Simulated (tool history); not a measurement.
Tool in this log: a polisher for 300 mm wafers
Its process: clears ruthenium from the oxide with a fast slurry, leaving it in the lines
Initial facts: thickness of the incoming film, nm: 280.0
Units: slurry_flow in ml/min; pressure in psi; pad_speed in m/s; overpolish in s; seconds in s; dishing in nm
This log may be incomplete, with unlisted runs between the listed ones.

run	day	slurry_flow	pressure	pad_speed	slurry_solids	overpolish	seconds	dishing
1	0	265	2.9	0.8	1	17	64.553	50.225
2	0.192	265	2.9	0.8	1	21	66.608	57.831
3	0.492	265	2.9	0.66	1	21	77.819	52.679
4	0.562	235	2.4	0.66	0.85	16	101.18	33.448
5	0.904	215	2.1	0.68	0.75	13	125.68	21.927
6	1.142	215	1.5	0.68	0.75	13	164.92	17.349
7	1.454	200	1.4	0.76	0.7	11	171.18	14.531
8	1.583	190	1.4	0.88	0.65	9	154.36	12.662

What does the tool deliver on the next run?
9	1.796	180	1.4	0.96	0.6	8	?	?

{"run 9": {"seconds": 154.62, "dishing": 11.782}}

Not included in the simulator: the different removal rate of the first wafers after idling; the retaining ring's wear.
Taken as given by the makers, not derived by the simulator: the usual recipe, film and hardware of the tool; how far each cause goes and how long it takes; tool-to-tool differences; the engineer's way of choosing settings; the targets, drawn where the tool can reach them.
